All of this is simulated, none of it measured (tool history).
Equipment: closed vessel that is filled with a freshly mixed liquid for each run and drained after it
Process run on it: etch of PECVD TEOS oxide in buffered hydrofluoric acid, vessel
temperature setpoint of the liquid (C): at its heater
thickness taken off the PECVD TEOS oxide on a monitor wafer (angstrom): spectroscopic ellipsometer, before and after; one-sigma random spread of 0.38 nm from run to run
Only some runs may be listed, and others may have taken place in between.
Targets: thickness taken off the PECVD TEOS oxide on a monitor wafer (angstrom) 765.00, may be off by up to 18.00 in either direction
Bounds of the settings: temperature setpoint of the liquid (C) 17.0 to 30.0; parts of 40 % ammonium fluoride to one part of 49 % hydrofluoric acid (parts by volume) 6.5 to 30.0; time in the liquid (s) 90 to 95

run  hour  temperature setpoint of the liquid (C)  parts of 40 % ammonium fluoride to one part of 49 % hydrofluoric acid (parts by volume)  time in the liquid (s)  thickness taken off the PECVD TEOS oxide on a monitor wafer (angstrom)
  1   0.0                                    22.0                                                                                     18.5                      90                                                                 1113.60
  2   0.9                                    21.0                                                                                     19.0                      90                                                                 1013.80
  3   2.2                                    21.0                                                                                     22.5                      90                                                                  889.41
  4   6.7                                    24.5                                                                                     22.5                      90                                                                 1087.00
  5   9.2                                    24.5                                                                                     22.5                      90                                                                 1082.50
  6  15.4                                    24.5                                                                                     19.0                      90                                                                 1239.00
  7  16.4                                    22.5                                                                                     19.5                      90                                                                 1079.90
  8  19.3                                    21.0                                                                                     19.5                      90                                                                 1000.70
  9  22.2                                    20.0                                                                                     20.0                      90                                                                  914.01
 10  23.3                                    19.5                                                                                     20.0                      90                                                                  890.93
 11  32.2                                    19.0                                                                                     20.0                      90                                                                  856.41

4 candidate next runs follow, results not yet known. Just one meets every target within its allowed miss. Identify it.
  A  41.1                                    21.0                                                                                     21.0                      95                                                                       ?
  B  41.1                                    17.0                                                                                     22.0                      95                                                                       ?
  C  41.1                                    17.5                                                                                     18.5                      95                                                                       ?
  D  41.1                                    18.5                                                                                     20.0                      95                                                                       ?

move  thickness taken off the PECVD TEOS oxide on a monitor wafer (angstrom)
   A                                                                  996.32
   B                                                                  769.49
   C                                                                  913.48
   D                                                                  895.21
A: moves away from the targets compared with the last run
B: every result within its allowed miss
C: moves away from the targets compared with the last run
D: moves away from the targets compared with the last run
Correct choice: B, which meets every target
